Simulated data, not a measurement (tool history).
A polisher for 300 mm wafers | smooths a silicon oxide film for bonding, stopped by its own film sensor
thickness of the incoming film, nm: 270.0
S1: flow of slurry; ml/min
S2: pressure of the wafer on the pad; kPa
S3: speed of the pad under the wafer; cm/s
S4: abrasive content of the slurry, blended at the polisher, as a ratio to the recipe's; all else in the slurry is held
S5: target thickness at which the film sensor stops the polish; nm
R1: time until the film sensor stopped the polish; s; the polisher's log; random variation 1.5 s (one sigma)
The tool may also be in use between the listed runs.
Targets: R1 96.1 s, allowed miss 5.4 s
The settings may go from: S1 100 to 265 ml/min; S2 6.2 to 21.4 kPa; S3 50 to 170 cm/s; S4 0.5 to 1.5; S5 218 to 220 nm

run 1 hour=0 | S1=170 S2=13.8 S3=110 S4=1 S5=220 | R1=66.056
run 2 hour=7.8 | S1=195 S2=13.8 S3=110 S4=1 S5=220 | R1=63.616
run 3 hour=10.8 | S1=195 S2=13.8 S3=88 S4=1 S5=220 | R1=71.254
run 4 hour=16.5 | S1=195 S2=13.8 S3=88 S4=1 S5=220 | R1=75.156
run 5 hour=24.3 | S1=195 S2=16.5 S3=88 S4=1 S5=220 | R1=63.09
run 6 hour=28.3 | S1=195 S2=15.2 S3=86 S4=1 S5=220 | R1=66.199
run 7 hour=34.4 | S1=195 S2=13.8 S3=84 S4=1 S5=220 | R1=74.52
run 8 hour=38 | S1=195 S2=13.1 S3=82 S4=1 S5=220 | R1=76.817
run 9 hour=41 | S1=195 S2=12.4 S3=80 S4=1 S5=220 | R1=82.372

5 next moves are on the table. One of them brings every result within its allowed miss. Which?
run A hour=44 | S1=240 S2=12.4 S3=62 S4=1.2 S5=220 | R1=?
run B hour=44 | S1=195 S2=9 S3=88 S4=1.05 S5=220 | R1=?
run C hour=44 | S1=195 S2=13.1 S3=92 S4=0.85 S5=220 | R1=?
run D hour=44 | S1=225 S2=14.5 S3=68 S4=1.1 S5=220 | R1=?
run E hour=44 | S1=185 S2=13.1 S3=78 S4=0.95 S5=220 | R1=?

move=A R1=85.023
move=B R1=101.06
move=C R1=85.445
move=D R1=75.805
move=E R1=86.374
A: nearer than the last run, and not there yet
B: meets every target
C: nearer than the last run, and not there yet
D: further off than the last run
E: nearer than the last run, and not there yet
The right move is B.
